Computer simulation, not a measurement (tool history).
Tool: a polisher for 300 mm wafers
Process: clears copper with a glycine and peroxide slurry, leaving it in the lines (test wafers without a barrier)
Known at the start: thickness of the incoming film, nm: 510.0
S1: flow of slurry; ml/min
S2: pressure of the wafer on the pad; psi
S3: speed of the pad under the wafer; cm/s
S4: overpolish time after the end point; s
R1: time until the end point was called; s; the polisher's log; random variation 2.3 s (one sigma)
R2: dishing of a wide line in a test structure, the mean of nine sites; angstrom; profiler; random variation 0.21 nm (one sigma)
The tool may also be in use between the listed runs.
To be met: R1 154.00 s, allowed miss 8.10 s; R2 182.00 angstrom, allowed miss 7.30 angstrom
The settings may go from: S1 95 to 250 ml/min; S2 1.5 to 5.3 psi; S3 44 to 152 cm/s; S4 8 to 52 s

{"run": 1, "hour": 0.0, "S1": 160, "S2": 3.4, "S3": 98, "S4": 26, "R1": 101.69, "R2": 728.99}
{"run": 2, "hour": 4.9, "S1": 150, "S2": 3.0, "S3": 94, "S4": 23, "R1": 121.14, "R2": 580.73}
{"run": 3, "hour": 8.2, "S1": 140, "S2": 2.7, "S3": 94, "S4": 20, "R1": 137.39, "R2": 469.01}
{"run": 4, "hour": 10.1, "S1": 130, "S2": 2.5, "S3": 96, "S4": 18, "R1": 140.82, "R2": 407.91}
{"run": 5, "hour": 18.8, "S1": 130, "S2": 2.5, "S3": 96, "S4": 9, "R1": 144.57, "R2": 218.57}
{"run": 6, "hour": 22.9, "S1": 145, "S2": 2.3, "S3": 96, "S4": 9, "R1": 150.59, "R2": 208.13}
{"run": 7, "hour": 26.4, "S1": 150, "S2": 2.3, "S3": 96, "S4": 9, "R1": 149.1, "R2": 210.57}
{"hour": 30.9, "done": "worn pad replaced by a new one"}
{"run": 8, "hour": 30.9, "S1": 105, "S2": 1.6, "S3": 114, "S4": 8, "R1": 171.9, "R2": 163.43}
{"run": 9, "hour": 38.3, "S1": 110, "S2": 1.6, "S3": 114, "S4": 8, "R1": 167.63, "R2": 168.41}
{"run": 10, "hour": 41.9, "S1": 115, "S2": 1.6, "S3": 114, "S4": 8, "R1": 166.5, "R2": 167.63}
{"run": 11, "hour": 45.8, "S1": 120, "S2": 1.6, "S3": 114, "S4": 8, "R1": 164.12, "R2": 167.67}

Which of these 4 next moves meets every target?
{"run": "A", "hour": 49.7, "S1": 100, "S2": 1.9, "S3": 128, "S4": 8, "R1": "?", "R2": "?"}
{"run": "B", "hour": 49.7, "S1": 160, "S2": 1.5, "S3": 126, "S4": 8, "R1": "?", "R2": "?"}
{"run": "C", "hour": 49.7, "S1": 120, "S2": 1.8, "S3": 122, "S4": 8, "R1": "?", "R2": "?"}
{"run": "D", "hour": 49.7, "S1": 95, "S2": 1.7, "S3": 106, "S4": 9, "R1": "?", "R2": "?"}

move=A R1=140.11 R2=199.35
move=B R1=152.84 R2=183.06
move=C R1=144.54 R2=193.57
move=D R1=179.86 R2=176.30
A: takes the result that was furthest off past its target
B: meets every target
C: takes the result that was furthest off past its target
D: brings the result that was furthest off to its target, and leaves another outside
The right move is B.
